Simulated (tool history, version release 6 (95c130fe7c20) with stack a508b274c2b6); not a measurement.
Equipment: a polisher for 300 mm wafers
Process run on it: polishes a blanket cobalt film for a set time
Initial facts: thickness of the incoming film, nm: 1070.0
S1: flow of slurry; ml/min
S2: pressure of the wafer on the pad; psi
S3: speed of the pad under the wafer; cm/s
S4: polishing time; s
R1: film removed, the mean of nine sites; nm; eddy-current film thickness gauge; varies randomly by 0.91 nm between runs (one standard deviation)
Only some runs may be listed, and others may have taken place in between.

run    day   S1   S2   S3  S4      R1
  1      0  300  2.2   94  38  177.39
  2  0.067  225  2.2   94  38  168.93
  3  0.279  225  2.2  114  38  207.01
  4   0.65  225  2.2  132  38  236.99
  5  0.679  225  1.8  118  37  171.31
  6  1.021  275  1.8  118  37  174.42
  7  1.179  275  1.8  118  37  171.62
  8  1.283  275  1.5  112  37  137.48
  9  1.538  275    1  100  37  84.895
 10  1.688  275  1.2  100  37  102.32
 11  2.017  270  1.2  100  37  100.34
 12  2.217  265  1.2  100  37  99.816
     2.333  -- worn pad replaced by a new one
 13  2.333  260  1.2  100  37  107.94
 14  2.696  285  1.2  100  37  108.55
 15  2.804  265  1.2  100  37   110.2
 16  2.917  265  1.2  100  37  107.09
 17  2.979  265  1.1  100  37  99.738
 18  3.054  265    1  100  37  90.852
 19  3.304  270    1  100  37  91.591
 20  3.646  270  1.1  100  37  99.387

What does the tool deliver on the next run?
 21  3.888  270   1  100  37   ?

{"run 21": {"R1": 92.86}}
